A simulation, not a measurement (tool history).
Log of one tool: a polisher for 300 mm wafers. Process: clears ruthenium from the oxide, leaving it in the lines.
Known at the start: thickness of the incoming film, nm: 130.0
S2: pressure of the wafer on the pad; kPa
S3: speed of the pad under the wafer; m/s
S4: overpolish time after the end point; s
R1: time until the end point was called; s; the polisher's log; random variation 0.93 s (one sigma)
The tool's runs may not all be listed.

Run 1, hour 0.0: flow of slurry (ml/min) 140, S2 19.3 kPa, S3 0.78 m/s, S4 4 s. Result: R1 99.848 s.
Run 2, hour 0.8: flow of slurry (ml/min) 145, S2 20.7 kPa, S3 0.78 m/s, S4 4 s. Result: R1 95.894 s.
Run 3, hour 1.8: flow of slurry (ml/min) 145, S2 22.1 kPa, S3 0.78 m/s, S4 4 s. Result: R1 89.322 s.
Run 4, hour 5.3: flow of slurry (ml/min) 145, S2 20.0 kPa, S3 0.78 m/s, S4 4 s. Result: R1 94.234 s.
Run 5, hour 9.9: flow of slurry (ml/min) 145, S2 22.1 kPa, S3 0.78 m/s, S4 4 s. Result: R1 88.659 s.
Run 6, hour 18.0: flow of slurry (ml/min) 150, S2 22.8 kPa, S3 0.78 m/s, S4 4 s. Result: R1 87.739 s.
Run 7, hour 21.4: flow of slurry (ml/min) 150, S2 23.4 kPa, S3 0.78 m/s, S4 4 s. Result: R1 85.634 s.

Forecast run 8:
Run 8, hour 28.6: flow of slurry (ml/min) 150, S2 24.1 kPa, S3 0.78 m/s, S4 4 s. Result: R1 ?.

{"run 8": {"R1": 82.67}}
